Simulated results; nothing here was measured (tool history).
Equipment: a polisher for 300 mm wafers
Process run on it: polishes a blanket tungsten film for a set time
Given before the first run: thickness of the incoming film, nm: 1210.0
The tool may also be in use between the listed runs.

| run | hour | flow of slurry (ml/min) | pressure of the wafer on the pad (kPa) | speed of the pad under the wafer (cm/s) | abrasive content of the slurry | polishing time (s) | film removed (angstrom) |
|---|---|---|---|---|---|---|---|
| 1 | 0 | 295 | 27.6 | 98 | 1 | 59 | 2995.8 |
| 2 | 7 | 295 | 24.8 | 98 | 1 | 59 | 2705.4 |
| 3 | 13.5 | 295 | 22.8 | 98 | 1 | 59 | 2492.9 |
| 4 | 16.8 | 295 | 20.7 | 98 | 1 | 59 | 2279.6 |
| 5 | 19.4 | 295 | 20.7 | 110 | 1 | 59 | 2551.6 |
| 6 | 24.2 | 295 | 23.4 | 110 | 1 | 59 | 2853.7 |
| 7 | 33.1 | 295 | 21.4 | 110 | 1 | 59 | 2618.3 |

Expected results for the next run?
| 8 | 38.4 | 295 | 19.3 | 110 | 1 | 59 | ? |

Logged for run 8: film removed (angstrom) 2362.4.

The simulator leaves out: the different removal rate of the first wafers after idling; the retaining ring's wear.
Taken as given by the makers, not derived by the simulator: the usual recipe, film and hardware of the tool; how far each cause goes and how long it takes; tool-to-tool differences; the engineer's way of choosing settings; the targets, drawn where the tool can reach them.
